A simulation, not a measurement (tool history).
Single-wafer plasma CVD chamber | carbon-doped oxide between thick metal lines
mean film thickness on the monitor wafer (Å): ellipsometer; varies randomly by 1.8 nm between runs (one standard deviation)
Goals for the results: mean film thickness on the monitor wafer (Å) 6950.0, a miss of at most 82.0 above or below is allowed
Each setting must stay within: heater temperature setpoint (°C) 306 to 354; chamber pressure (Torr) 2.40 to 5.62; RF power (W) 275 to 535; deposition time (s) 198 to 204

run,hour,heater temperature setpoint (°C),chamber pressure (Torr),RF power (W),deposition time (s),mean film thickness on the monitor wafer (Å)
1,0.0,330,4.01,405,198,8634.0
2,4.6,333,3.75,395,198,8263.2
3,8.2,336,3.51,390,198,8062.0
4,15.3,336,3.99,390,198,8262.5
5,17.7,336,3.99,390,198,8228.9
6,21.1,336,3.99,390,204,8464.3
7,24.7,339,3.74,380,204,8162.4
8,26.2,341,3.52,375,204,7958.1
9,30.0,343,3.34,370,204,7748.9
10,37.5,345,3.18,365,204,7598.9
11,40.4,346,3.06,360,204,7444.9
12,41.6,347,2.95,360,204,7378.3
13,46.9,348,2.86,360,204,7306.3
14,55.7,349,2.78,360,204,7328.1
15,56.9,350,2.72,355,204,7187.6
16,65.9,351,2.67,355,204,7148.6

Which of these 5 next moves meets every target?
A,74.9,354,2.41,370,200,?
B,74.9,350,2.40,370,200,?
C,74.9,354,2.47,355,202,?
D,74.9,349,2.77,355,202,?
E,74.9,344,2.41,355,204,?

move,mean film thickness on the monitor wafer (Å)
A,7075.7
B,7140.1
C,6946.1
D,7121.5
E,7170.0
A: nearer the targets than the last run, but a result is still out of spec
B: no nearer and no further than the last run
C: hits every target within its allowed miss
D: nearer the targets than the last run, but a result is still out of spec
E: the biggest miss grows against the last run
Go with C: it meets all targets.
